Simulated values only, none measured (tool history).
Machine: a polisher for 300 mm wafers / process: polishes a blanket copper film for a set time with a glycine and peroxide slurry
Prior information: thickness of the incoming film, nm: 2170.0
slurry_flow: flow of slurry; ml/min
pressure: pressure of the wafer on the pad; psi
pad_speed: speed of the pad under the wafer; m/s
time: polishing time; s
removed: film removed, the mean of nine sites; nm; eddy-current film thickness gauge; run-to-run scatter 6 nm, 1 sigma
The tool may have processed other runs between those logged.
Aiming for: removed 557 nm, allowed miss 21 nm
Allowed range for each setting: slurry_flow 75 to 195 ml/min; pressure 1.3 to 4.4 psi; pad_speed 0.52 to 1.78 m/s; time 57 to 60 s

run    day  slurry_flow  pressure  pad_speed  time  removed
  1      0          125       2.8       1.14    57    374.9
  2  0.346          125       2.8       1.14    57   374.03
  3  0.633          130       3.1       1.14    57   412.11
  4      1          130       3.1        0.9    57   343.75
  5  1.296          145       3.1        0.9    57   352.36
  6  1.638          145       3.1        0.9    57   360.21
  7  1.708          150       3.4        0.9    57   377.88
  8  2.029          150       4.2        1.2    58   593.57
  9  2.254          145       4.1        1.2    58   584.01

Pick the move, out of 4, that brings all results within their allowed miss; only one does.
  A  2.479          175       4.4       0.88    60        ?
  B  2.479           90       4.1       1.28    59        ?
  C  2.479          135       4.1       1.28    60        ?
  D  2.479          175       4.4        0.9    60        ?

move  removed
   A    505.3
   B   557.71
   C   630.69
   D   515.26
A: pushes the last run's worst result past its target
B: every result lands within tolerance
C: lands further from the targets than the last run did
D: pushes the last run's worst result past its target
B is the move that brings every result within its allowed miss.
